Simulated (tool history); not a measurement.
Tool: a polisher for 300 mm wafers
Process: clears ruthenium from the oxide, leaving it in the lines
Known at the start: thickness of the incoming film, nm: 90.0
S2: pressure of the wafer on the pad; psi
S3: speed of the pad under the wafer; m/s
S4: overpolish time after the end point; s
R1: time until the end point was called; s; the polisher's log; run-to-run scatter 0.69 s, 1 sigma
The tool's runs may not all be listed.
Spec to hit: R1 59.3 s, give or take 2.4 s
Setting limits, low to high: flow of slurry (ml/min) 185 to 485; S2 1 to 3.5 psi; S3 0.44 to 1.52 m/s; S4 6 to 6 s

{"run": 1, "hour": 0.0, "flow of slurry (ml/min)": 310, "S2": 2.2, "S3": 0.98, "S4": 6, "R1": 100.26}
{"run": 2, "hour": 8.7, "flow of slurry (ml/min)": 310, "S2": 2.2, "S3": 1.12, "S4": 6, "R1": 88.845}
{"run": 3, "hour": 14.0, "flow of slurry (ml/min)": 310, "S2": 2.2, "S3": 1.12, "S4": 6, "R1": 87.779}
{"run": 4, "hour": 21.7, "flow of slurry (ml/min)": 310, "S2": 2.4, "S3": 1.12, "S4": 6, "R1": 82.328}
{"run": 5, "hour": 30.7, "flow of slurry (ml/min)": 310, "S2": 2.4, "S3": 1.12, "S4": 6, "R1": 80.373}
{"run": 6, "hour": 33.9, "flow of slurry (ml/min)": 310, "S2": 2.4, "S3": 1.12, "S4": 6, "R1": 81.714}
{"run": 7, "hour": 42.6, "flow of slurry (ml/min)": 310, "S2": 2.6, "S3": 1.12, "S4": 6, "R1": 74.487}
{"run": 8, "hour": 51.6, "flow of slurry (ml/min)": 310, "S2": 2.7, "S3": 1.12, "S4": 6, "R1": 70.932}
{"run": 9, "hour": 57.2, "flow of slurry (ml/min)": 310, "S2": 2.8, "S3": 1.12, "S4": 6, "R1": 69.997}

Of the 5 settings listed for the next run, only one would bring every result within its allowed miss of target. Which one?
{"run": "A", "hour": 62.8, "flow of slurry (ml/min)": 340, "S2": 3.2, "S3": 1.04, "S4": 6, "R1": "?"}
{"run": "B", "hour": 62.8, "flow of slurry (ml/min)": 300, "S2": 2.9, "S3": 1.18, "S4": 6, "R1": "?"}
{"run": "C", "hour": 62.8, "flow of slurry (ml/min)": 295, "S2": 2.5, "S3": 1.14, "S4": 6, "R1": "?"}
{"run": "D", "hour": 62.8, "flow of slurry (ml/min)": 445, "S2": 3, "S3": 1.2, "S4": 6, "R1": "?"}
{"run": "E", "hour": 62.8, "flow of slurry (ml/min)": 350, "S2": 2.6, "S3": 1.08, "S4": 6, "R1": "?"}

move=A R1=66.306
move=B R1=65.315
move=C R1=78.2
move=D R1=60.23
move=E R1=78.1
A: closes in on the targets versus the last run, not all within tolerance yet
B: closes in on the targets versus the last run, not all within tolerance yet
C: further off than the last run
D: hits every target within its allowed miss
E: further off than the last run
Correct choice: D, which meets every target

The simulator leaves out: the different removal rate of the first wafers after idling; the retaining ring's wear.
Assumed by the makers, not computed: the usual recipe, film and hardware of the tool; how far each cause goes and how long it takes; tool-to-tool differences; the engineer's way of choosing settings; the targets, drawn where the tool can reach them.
